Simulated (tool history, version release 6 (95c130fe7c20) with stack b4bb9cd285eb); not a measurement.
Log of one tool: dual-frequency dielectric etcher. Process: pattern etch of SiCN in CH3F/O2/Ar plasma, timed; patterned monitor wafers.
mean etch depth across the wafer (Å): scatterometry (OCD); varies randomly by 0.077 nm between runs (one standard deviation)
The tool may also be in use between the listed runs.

| run | hour | source power (kW) | bias power (kW) | etch time (s) | mean etch depth across the wafer (Å) |
|---|---|---|---|---|---|
| 1 | 0.0 | 0.330 | 0.055 | 50.5 | 156.09 |
| 2 | 6.9 | 0.330 | 0.061 | 50.5 | 157.01 |
| 3 | 9.2 | 0.300 | 0.059 | 50.0 | 151.28 |
| 4 | 10.9 | 0.350 | 0.059 | 50.0 | 157.42 |
| 5 | 13.9 | 0.320 | 0.056 | 49.0 | 150.30 |
| 6 | 22.0 | 0.270 | 0.056 | 49.0 | 143.08 |

What does the tool deliver on the next run?
| 7 | 23.0 | 0.260 | 0.055 | 49.0 | ? |

mean etch depth across the wafer (Å): 140.19
